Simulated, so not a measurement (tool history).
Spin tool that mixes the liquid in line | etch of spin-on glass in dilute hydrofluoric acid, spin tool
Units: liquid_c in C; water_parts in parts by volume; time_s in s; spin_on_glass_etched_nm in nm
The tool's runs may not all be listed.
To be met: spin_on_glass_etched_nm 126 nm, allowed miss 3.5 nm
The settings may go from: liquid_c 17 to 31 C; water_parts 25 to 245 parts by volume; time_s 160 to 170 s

run 1 hour=0 | liquid_c=23 water_parts=135 time_s=160 | spin_on_glass_etched_nm=64.152
run 2 hour=1.3 | liquid_c=24 water_parts=130 time_s=160 | spin_on_glass_etched_nm=69.956
run 3 hour=9.7 | liquid_c=27.5 water_parts=130 time_s=160 | spin_on_glass_etched_nm=79.796
run 4 hour=17.8 | liquid_c=28 water_parts=125 time_s=160 | spin_on_glass_etched_nm=85.861
run 5 hour=22.4 | liquid_c=31 water_parts=125 time_s=160 | spin_on_glass_etched_nm=96.357
run 6 hour=27 | liquid_c=31 water_parts=125 time_s=160 | spin_on_glass_etched_nm=96.433
run 7 hour=27.9 | liquid_c=31 water_parts=120 time_s=160 | spin_on_glass_etched_nm=100.6
run 8 hour=35.1 | liquid_c=31 water_parts=115 time_s=160 | spin_on_glass_etched_nm=106.06
run 9 hour=39.7 | liquid_c=31 water_parts=105 time_s=160 | spin_on_glass_etched_nm=117.25
run 10 hour=46.5 | liquid_c=31 water_parts=95 time_s=160 | spin_on_glass_etched_nm=130.44

5 next moves are on the table. One of them brings every result within its allowed miss. Which?
run A hour=53.3 | liquid_c=31 water_parts=95 time_s=170 | spin_on_glass_etched_nm=?
run B hour=53.3 | liquid_c=30 water_parts=95 time_s=170 | spin_on_glass_etched_nm=?
run C hour=53.3 | liquid_c=30 water_parts=105 time_s=170 | spin_on_glass_etched_nm=?
run D hour=53.3 | liquid_c=30 water_parts=100 time_s=160 | spin_on_glass_etched_nm=?
run E hour=53.3 | liquid_c=29 water_parts=95 time_s=165 | spin_on_glass_etched_nm=?

move=A spin_on_glass_etched_nm=140.94
move=B spin_on_glass_etched_nm=135.64
move=C spin_on_glass_etched_nm=121.09
move=D spin_on_glass_etched_nm=120.47
move=E spin_on_glass_etched_nm=126.66
A: further off than the last run
B: further off than the last run
C: takes the result that was furthest off past its target
D: takes the result that was furthest off past its target
E: meets every target
Move E is the one to make.

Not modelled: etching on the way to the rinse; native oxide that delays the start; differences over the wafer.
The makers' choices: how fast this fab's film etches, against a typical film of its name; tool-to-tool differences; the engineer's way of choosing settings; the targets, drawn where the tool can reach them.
